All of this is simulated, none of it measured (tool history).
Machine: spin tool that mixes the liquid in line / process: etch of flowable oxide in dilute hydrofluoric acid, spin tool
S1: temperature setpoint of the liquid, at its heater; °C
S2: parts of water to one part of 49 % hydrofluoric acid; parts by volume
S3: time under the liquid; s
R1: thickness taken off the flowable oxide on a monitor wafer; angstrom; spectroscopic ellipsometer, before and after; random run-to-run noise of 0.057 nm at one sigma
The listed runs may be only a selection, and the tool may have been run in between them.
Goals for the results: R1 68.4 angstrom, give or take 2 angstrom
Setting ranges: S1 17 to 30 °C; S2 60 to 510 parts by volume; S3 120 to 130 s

| run | hour | S1 | S2 | S3 | R1 |
|---|---|---|---|---|---|
| 1 | 0 | 22 | 285 | 120 | 126.15 |
| 2 | 4 | 24.5 | 285 | 120 | 137.59 |
| 3 | 11.9 | 24.5 | 320 | 120 | 117.75 |
| 4 | 18.6 | 24.5 | 320 | 120 | 120.46 |
| 5 | 22 | 23 | 335 | 120 | 108.35 |
| 6 | 23.7 | 22 | 350 | 120 | 97.909 |
| 7 | 29.4 | 21 | 360 | 120 | 91.271 |
| 8 | 32.1 | 20.5 | 370 | 120 | 84.897 |
| 9 | 38.2 | 20 | 375 | 120 | 84.525 |

Of the 4 settings listed for the next run, only one would bring every result within its allowed miss of target. Which one?
| A | 44.3 | 24.5 | 375 | 125 | ? |
| B | 44.3 | 19 | 420 | 120 | ? |
| C | 44.3 | 19 | 400 | 120 | ? |
| D | 44.3 | 17.5 | 425 | 120 | ? |

| move | R1 |
|---|---|
| A | 100.57 |
| B | 68.821 |
| C | 73.433 |
| D | 64.266 |
A: misses by more than the last run did
B: all results in spec
C: better than the last run, though not everything is in spec
D: carries the result that was furthest off beyond its target, to the other side
So the answer is move B, the one that meets all the targets.

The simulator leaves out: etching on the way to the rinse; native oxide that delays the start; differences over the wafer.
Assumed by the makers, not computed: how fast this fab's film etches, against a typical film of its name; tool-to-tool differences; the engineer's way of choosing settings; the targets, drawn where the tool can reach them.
